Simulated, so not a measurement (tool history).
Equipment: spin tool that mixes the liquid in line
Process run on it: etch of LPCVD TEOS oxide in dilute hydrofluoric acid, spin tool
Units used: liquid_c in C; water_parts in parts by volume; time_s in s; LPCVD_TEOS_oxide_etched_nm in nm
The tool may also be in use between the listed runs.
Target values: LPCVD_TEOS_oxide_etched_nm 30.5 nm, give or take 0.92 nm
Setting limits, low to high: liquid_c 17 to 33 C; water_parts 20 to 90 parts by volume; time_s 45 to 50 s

run 1 hour=0 | liquid_c=25 water_parts=50 time_s=45 | LPCVD_TEOS_oxide_etched_nm=22.272
run 2 hour=1.4 | liquid_c=26.5 water_parts=50 time_s=45 | LPCVD_TEOS_oxide_etched_nm=23.343
run 3 hour=7.9 | liquid_c=28 water_parts=50 time_s=45 | LPCVD_TEOS_oxide_etched_nm=25.315
run 4 hour=15.4 | liquid_c=29 water_parts=50 time_s=45 | LPCVD_TEOS_oxide_etched_nm=25.836
run 5 hour=18.4 | liquid_c=30 water_parts=50 time_s=45 | LPCVD_TEOS_oxide_etched_nm=27.43
run 6 hour=21.6 | liquid_c=30.5 water_parts=50 time_s=45 | LPCVD_TEOS_oxide_etched_nm=27.999
run 7 hour=23.1 | liquid_c=31 water_parts=50 time_s=45 | LPCVD_TEOS_oxide_etched_nm=28.644
run 8 hour=27.6 | liquid_c=31.5 water_parts=50 time_s=45 | LPCVD_TEOS_oxide_etched_nm=28.514

4 candidate next runs follow, results not yet known. Just one meets every target within its allowed miss. Identify it.
run A hour=32.1 | liquid_c=30.5 water_parts=55 time_s=50 | LPCVD_TEOS_oxide_etched_nm=?
run B hour=32.1 | liquid_c=31.5 water_parts=50 time_s=50 | LPCVD_TEOS_oxide_etched_nm=?
run C hour=32.1 | liquid_c=32 water_parts=55 time_s=45 | LPCVD_TEOS_oxide_etched_nm=?
run D hour=32.1 | liquid_c=33 water_parts=55 time_s=50 | LPCVD_TEOS_oxide_etched_nm=?

move=A LPCVD_TEOS_oxide_etched_nm=27.833
move=B LPCVD_TEOS_oxide_etched_nm=32.079
move=C LPCVD_TEOS_oxide_etched_nm=26.545
move=D LPCVD_TEOS_oxide_etched_nm=30.645
A: misses by more than the last run did
B: carries the result that was furthest off beyond its target, to the other side
C: misses by more than the last run did
D: each result inside its tolerance
So the answer is move D, the one that meets all the targets.
